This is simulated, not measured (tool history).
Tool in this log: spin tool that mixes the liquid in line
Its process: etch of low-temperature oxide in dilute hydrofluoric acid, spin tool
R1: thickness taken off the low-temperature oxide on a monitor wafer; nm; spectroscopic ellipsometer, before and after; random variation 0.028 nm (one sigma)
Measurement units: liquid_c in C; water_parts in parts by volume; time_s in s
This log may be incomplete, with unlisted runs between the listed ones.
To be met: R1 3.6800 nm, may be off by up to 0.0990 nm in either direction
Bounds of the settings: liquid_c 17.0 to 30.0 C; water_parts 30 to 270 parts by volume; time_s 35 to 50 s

run 1 hour=0.0 | liquid_c=22.0 water_parts=150 time_s=50 | R1=8.2189
run 2 hour=3.2 | liquid_c=22.0 water_parts=125 time_s=50 | R1=10.1940
run 3 hour=7.1 | liquid_c=21.0 water_parts=145 time_s=50 | R1=8.2865
run 4 hour=13.8 | liquid_c=20.5 water_parts=160 time_s=50 | R1=7.2384
run 5 hour=14.4 | liquid_c=17.5 water_parts=160 time_s=50 | R1=6.3804
run 6 hour=23.4 | liquid_c=17.5 water_parts=125 time_s=50 | R1=8.4738
run 7 hour=25.5 | liquid_c=17.5 water_parts=145 time_s=50 | R1=7.0644
run 8 hour=32.7 | liquid_c=17.5 water_parts=160 time_s=50 | R1=6.3723
run 9 hour=40.8 | liquid_c=17.5 water_parts=175 time_s=50 | R1=5.7708
run 10 hour=45.9 | liquid_c=17.0 water_parts=235 time_s=50 | R1=3.9931

Which single option among these 5 for the next run brings every result within its allowed miss of target? Just one does.
run A hour=51.0 | liquid_c=18.0 water_parts=225 time_s=50 | R1=?
run B hour=51.0 | liquid_c=18.0 water_parts=230 time_s=50 | R1=?
run C hour=51.0 | liquid_c=17.0 water_parts=250 time_s=50 | R1=?
run D hour=51.0 | liquid_c=20.5 water_parts=255 time_s=50 | R1=?
run E hour=51.0 | liquid_c=18.5 water_parts=230 time_s=50 | R1=?

move=A R1=4.3574
move=B R1=4.2433
move=C R1=3.6889
move=D R1=4.1127
move=E R1=4.3262
A: lands further from the targets than the last run did
B: lands further from the targets than the last run did
C: meets every target
D: lands further from the targets than the last run did
E: lands further from the targets than the last run did
The right move is C.
